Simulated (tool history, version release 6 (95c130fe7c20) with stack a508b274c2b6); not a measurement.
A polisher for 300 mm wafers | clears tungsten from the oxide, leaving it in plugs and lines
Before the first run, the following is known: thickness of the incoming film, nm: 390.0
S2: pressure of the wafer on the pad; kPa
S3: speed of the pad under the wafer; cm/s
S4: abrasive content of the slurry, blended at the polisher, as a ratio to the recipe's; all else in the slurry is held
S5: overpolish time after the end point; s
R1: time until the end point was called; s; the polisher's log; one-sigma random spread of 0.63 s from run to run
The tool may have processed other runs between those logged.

Run 1, hour 0: flow of slurry (ml/min) 220, S2 27.6 kPa, S3 92 cm/s, S4 1, S5 13 s. Result: R1 92.865 s.
Run 2, hour 6.8: flow of slurry (ml/min) 240, S2 27.6 kPa, S3 92 cm/s, S4 1, S5 13 s. Result: R1 91.564 s.
Run 3, hour 12.1: flow of slurry (ml/min) 240, S2 30.3 kPa, S3 92 cm/s, S4 1, S5 13 s. Result: R1 84.632 s.
Run 4, hour 15.9: flow of slurry (ml/min) 240, S2 33.1 kPa, S3 92 cm/s, S4 1, S5 13 s. Result: R1 77.906 s.
Run 5, hour 16.4: flow of slurry (ml/min) 240, S2 35.2 kPa, S3 92 cm/s, S4 1, S5 13 s. Result: R1 74.967 s.
Run 6, hour 25.3: flow of slurry (ml/min) 280, S2 35.2 kPa, S3 92 cm/s, S4 1, S5 13 s. Result: R1 72.951 s.

For run 7, what comes out?
Run 7, hour 25.9: flow of slurry (ml/min) 285, S2 41.4 kPa, S3 92 cm/s, S4 1, S5 13 s. Result: R1 ?.

Run 7 gave R1 64.022 s.
